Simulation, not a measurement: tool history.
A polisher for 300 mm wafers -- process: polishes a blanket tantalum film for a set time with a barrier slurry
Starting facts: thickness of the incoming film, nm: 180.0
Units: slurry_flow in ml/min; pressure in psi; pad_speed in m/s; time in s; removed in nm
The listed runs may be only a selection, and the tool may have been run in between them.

run	day	slurry_flow	pressure	pad_speed	slurry_solids	time	removed
1	0	250	2.2	1.16	1	42	72.1
2	0.025	255	2.3	1.16	1	42	73.593
3	0.196	255	2.5	1.16	1	42	79.16
4	0.567	255	2.6	1.16	1	42	83.876
5	0.729	255	2.7	1.16	1	42	84.573
6	0.871	255	2.8	1.16	1	42	88.162
7	0.979	255	2.9	1.16	1	42	89.64

What does the tool deliver on the next run?
8	1.212	260	3	1.16	1	42	?

Logged for run 8: removed 92.787 nm.
